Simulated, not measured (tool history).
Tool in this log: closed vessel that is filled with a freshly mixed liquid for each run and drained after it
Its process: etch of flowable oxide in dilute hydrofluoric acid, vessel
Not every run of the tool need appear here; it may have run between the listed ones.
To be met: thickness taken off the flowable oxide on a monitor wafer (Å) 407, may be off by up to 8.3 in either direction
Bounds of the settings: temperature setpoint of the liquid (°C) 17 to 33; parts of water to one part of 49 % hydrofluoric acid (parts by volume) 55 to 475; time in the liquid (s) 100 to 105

run    day  temperature setpoint of the liquid (°C)  parts of water to one part of 49 % hydrofluoric acid (parts by volume)  time in the liquid (s)  thickness taken off the flowable oxide on a monitor wafer (Å)
  1      0                                       25                                                                     265                     100                                                         171.58
  2  0.288                                     26.5                                                                     240                     100                                                         206.31
  3  0.354                                     26.5                                                                     175                     100                                                          303.7
  4    0.4                                       28                                                                     170                     100                                                         330.02
  5  0.738                                       25                                                                     170                     100                                                         294.31
     1.017  -- hydrofluoric acid flow meter replaced
  6  1.017                                     26.5                                                                     170                     100                                                         280.63
  7  1.079                                       28                                                                     165                     100                                                         305.38
  8  1.333                                     28.5                                                                     155                     100                                                          339.1
  9  1.608                                     29.5                                                                     150                     100                                                         360.89

Next run, 5 choices. One meets every target within its allowed miss, the rest don't. Which?
  A  1.883                                       33                                                                     180                     105                                                              ?
  B  1.883                                       31                                                                     175                     105                                                              ?
  C  1.883                                       32                                                                     175                     100                                                              ?
  D  1.883                                     26.5                                                                     130                     105                                                              ?
  E  1.883                                       32                                                                     190                     100                                                              ?

move  thickness taken off the flowable oxide on a monitor wafer (Å)
   A                                                         342.62
   B                                                         331.15
   C                                                          326.5
   D                                                         400.78
   E                                                         294.88
A: moves away from the targets compared with the last run
B: moves away from the targets compared with the last run
C: moves away from the targets compared with the last run
D: every result lands within tolerance
E: moves away from the targets compared with the last run
D is the move that brings every result within its allowed miss.
